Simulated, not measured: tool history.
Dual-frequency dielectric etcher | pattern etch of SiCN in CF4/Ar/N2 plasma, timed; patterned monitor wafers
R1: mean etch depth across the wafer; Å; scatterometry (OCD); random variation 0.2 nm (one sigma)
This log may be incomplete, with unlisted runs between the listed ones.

{"run": 1, "hour": 0.0, "source power (W)": 450, "bias power (W)": 67, "Ar flow (sccm)": 71, "CF4 flow (sccm)": 77, "etch time (s)": 68, "R1": 593.83}
{"run": 2, "hour": 5.1, "source power (W)": 450, "bias power (W)": 67, "Ar flow (sccm)": 71, "CF4 flow (sccm)": 89, "etch time (s)": 68, "R1": 610.03}
{"run": 3, "hour": 8.2, "source power (W)": 470, "bias power (W)": 67, "Ar flow (sccm)": 71, "CF4 flow (sccm)": 89, "etch time (s)": 68, "R1": 638.7}
{"run": 4, "hour": 14.8, "source power (W)": 490, "bias power (W)": 67, "Ar flow (sccm)": 71, "CF4 flow (sccm)": 89, "etch time (s)": 68, "R1": 665.81}
{"run": 5, "hour": 21.8, "source power (W)": 500, "bias power (W)": 67, "Ar flow (sccm)": 71, "CF4 flow (sccm)": 89, "etch time (s)": 68, "R1": 680.88}
{"run": 6, "hour": 25.5, "source power (W)": 440, "bias power (W)": 67, "Ar flow (sccm)": 71, "CF4 flow (sccm)": 89, "etch time (s)": 68, "R1": 595.6}
{"run": 7, "hour": 31.6, "source power (W)": 460, "bias power (W)": 67, "Ar flow (sccm)": 71, "CF4 flow (sccm)": 89, "etch time (s)": 68, "R1": 627.17}

What will run 8 give?
{"run": 8, "hour": 32.3, "source power (W)": 480, "bias power (W)": 67, "Ar flow (sccm)": 71, "CF4 flow (sccm)": 89, "etch time (s)": 68, "R1": "?"}

R1: 655.52 Å

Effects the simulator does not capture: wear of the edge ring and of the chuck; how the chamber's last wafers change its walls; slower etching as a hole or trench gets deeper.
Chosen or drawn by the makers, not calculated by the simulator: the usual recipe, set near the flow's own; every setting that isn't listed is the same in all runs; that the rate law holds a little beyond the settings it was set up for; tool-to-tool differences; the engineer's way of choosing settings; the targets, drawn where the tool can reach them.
